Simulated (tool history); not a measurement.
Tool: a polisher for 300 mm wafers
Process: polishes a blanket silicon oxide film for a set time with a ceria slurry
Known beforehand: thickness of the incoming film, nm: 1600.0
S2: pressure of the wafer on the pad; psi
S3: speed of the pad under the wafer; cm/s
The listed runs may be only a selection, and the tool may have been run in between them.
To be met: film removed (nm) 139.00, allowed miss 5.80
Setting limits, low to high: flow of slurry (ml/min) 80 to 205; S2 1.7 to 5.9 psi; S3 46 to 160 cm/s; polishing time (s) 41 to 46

{"run": 1, "hour": 0.0, "flow of slurry (ml/min)": 135, "S2": 3.8, "S3": 102, "polishing time (s)": 46, "film removed (nm)": 265.42}
{"run": 2, "hour": 6.5, "flow of slurry (ml/min)": 125, "S2": 3.8, "S3": 102, "polishing time (s)": 46, "film removed (nm)": 263.1}
{"run": 3, "hour": 12.4, "flow of slurry (ml/min)": 125, "S2": 3.8, "S3": 102, "polishing time (s)": 46, "film removed (nm)": 262.64}
{"run": 4, "hour": 15.5, "flow of slurry (ml/min)": 125, "S2": 3.8, "S3": 128, "polishing time (s)": 46, "film removed (nm)": 328.52}
{"run": 5, "hour": 21.1, "flow of slurry (ml/min)": 125, "S2": 3.8, "S3": 118, "polishing time (s)": 46, "film removed (nm)": 304.29}
{"run": 6, "hour": 23.8, "flow of slurry (ml/min)": 125, "S2": 3.8, "S3": 140, "polishing time (s)": 46, "film removed (nm)": 353.44}
{"run": 7, "hour": 32.3, "flow of slurry (ml/min)": 125, "S2": 3.3, "S3": 128, "polishing time (s)": 45, "film removed (nm)": 295.1}
{"run": 8, "hour": 33.3, "flow of slurry (ml/min)": 115, "S2": 2.3, "S3": 100, "polishing time (s)": 41, "film removed (nm)": 166.36}
{"run": 9, "hour": 38.7, "flow of slurry (ml/min)": 115, "S2": 2.1, "S3": 100, "polishing time (s)": 41, "film removed (nm)": 163.36}
{"hour": 41.3, "done": "worn pad replaced by a new one"}
{"run": 10, "hour": 41.3, "flow of slurry (ml/min)": 115, "S2": 2.0, "S3": 98, "polishing time (s)": 41, "film removed (nm)": 168.31}
{"run": 11, "hour": 50.0, "flow of slurry (ml/min)": 110, "S2": 1.9, "S3": 96, "polishing time (s)": 41, "film removed (nm)": 160.16}

Pick the move, out of 5, that brings all results within their allowed miss; only one does.
{"run": "A", "hour": 58.7, "flow of slurry (ml/min)": 125, "S2": 1.7, "S3": 98, "polishing time (s)": 41, "film removed (nm)": "?"}
{"run": "B", "hour": 58.7, "flow of slurry (ml/min)": 100, "S2": 1.7, "S3": 96, "polishing time (s)": 42, "film removed (nm)": "?"}
{"run": "C", "hour": 58.7, "flow of slurry (ml/min)": 125, "S2": 1.7, "S3": 86, "polishing time (s)": 41, "film removed (nm)": "?"}
{"run": "D", "hour": 58.7, "flow of slurry (ml/min)": 115, "S2": 1.7, "S3": 100, "polishing time (s)": 45, "film removed (nm)": "?"}
{"run": "E", "hour": 58.7, "flow of slurry (ml/min)": 105, "S2": 2.0, "S3": 76, "polishing time (s)": 41, "film removed (nm)": "?"}

move=A film_removed_(nm)=159.08
move=B film_removed_(nm)=150.77
move=C film_removed_(nm)=140.20
move=D film_removed_(nm)=174.54
move=E film_removed_(nm)=128.70
A: better than the last run, though not everything is in spec
B: better than the last run, though not everything is in spec
C: every result within its allowed miss
D: its largest miss is bigger than the last run's
E: carries the result that was furthest off beyond its target, to the other side
C is the move that brings every result within its allowed miss.

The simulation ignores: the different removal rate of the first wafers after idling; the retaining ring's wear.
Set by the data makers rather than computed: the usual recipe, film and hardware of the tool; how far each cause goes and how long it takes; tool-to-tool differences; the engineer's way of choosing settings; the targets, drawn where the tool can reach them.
